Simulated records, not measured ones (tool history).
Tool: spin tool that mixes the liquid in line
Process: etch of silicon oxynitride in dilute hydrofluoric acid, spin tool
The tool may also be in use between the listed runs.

| run | day | temperature setpoint of the liquid (°C) | parts of water to one part of 49 % hydrofluoric acid (parts by volume) | time under the liquid (s) | thickness taken off the silicon oxynitride on a monitor wafer (Å) |
|---|---|---|---|---|---|
| 1 | 0.000 | 24.0 | 70 | 300 | 89.327 |
| 2 | 0.292 | 26.5 | 60 | 300 | 117.780 |
| 3 | 0.521 | 29.5 | 60 | 300 | 135.190 |
| 4 | 0.629 | 29.5 | 75 | 300 | 107.280 |
| 5 | 1.000 | 29.5 | 75 | 300 | 108.900 |
| 6 | 1.196 | 29.5 | 100 | 300 | 79.028 |
| 7 | 1.567 | 30.0 | 80 | 300 | 102.970 |
| 8 | 1.771 | 30.5 | 70 | 300 | 123.570 |
| 9 | 1.812 | 31.0 | 60 | 300 | 144.810 |

Run 10 comes next. What will it give?
| 10 | 1.933 | 31.5 | 55 | 300 | ? |

{"run 10": {"thickness taken off the silicon oxynitride on a monitor wafer (Å)": 164.35}}
